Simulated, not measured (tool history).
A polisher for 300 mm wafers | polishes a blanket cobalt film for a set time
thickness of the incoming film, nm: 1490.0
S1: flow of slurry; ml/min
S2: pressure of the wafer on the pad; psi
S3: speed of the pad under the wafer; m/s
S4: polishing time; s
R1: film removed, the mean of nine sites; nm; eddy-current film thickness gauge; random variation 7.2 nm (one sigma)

run 1 hour=0.0 | S1=155 S2=2.5 S3=1.28 S4=70 | R1=469.04
run 2 hour=2.8 | S1=160 S2=2.7 S3=1.28 S4=70 | R1=502.91
run 3 hour=5.6 | S1=160 S2=2.7 S3=1.28 S4=73 | R1=521.28
run 4 hour=11.6 | S1=160 S2=2.7 S3=1.28 S4=73 | R1=520.84
run 5 hour=12.1 | S1=160 S2=2.7 S3=1.58 S4=73 | R1=643.40
run 6 hour=18.1 | S1=160 S2=2.3 S3=1.58 S4=73 | R1=559.16
run 7 hour=20.5 | S1=195 S2=3.0 S3=1.60 S4=73 | R1=740.65

The next listed run, before its measurement:
run 8 hour=22.4 | S1=195 S2=3.0 S3=1.60 S4=73 | R1=?

{"run 8": {"R1": 738.81}}
